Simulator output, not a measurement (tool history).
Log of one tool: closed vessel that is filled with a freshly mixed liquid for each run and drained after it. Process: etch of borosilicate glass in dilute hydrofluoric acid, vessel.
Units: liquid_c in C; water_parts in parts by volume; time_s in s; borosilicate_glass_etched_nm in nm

run  hour  liquid_c  water_parts  time_s  borosilicate_glass_etched_nm
  1     0        22          140      40                        4.9591
  2   6.1        22          140      40                        5.0386
  3   6.8      21.5          155      40                        4.2268
  4  15.7        21          165      40                        3.9163
  5  17.4      20.5          175      40                        3.6423
  6  21.8        20          185      40                        3.3424
  7  29.4      19.5          195      40                        3.0149
  8  31.5        19          200      40                        2.8995
  9  40.2        19          205      40                        2.7936

Forecast run 10:
 10    49        19          210      40                             ?

borosilicate_glass_etched_nm: 2.7219 nm
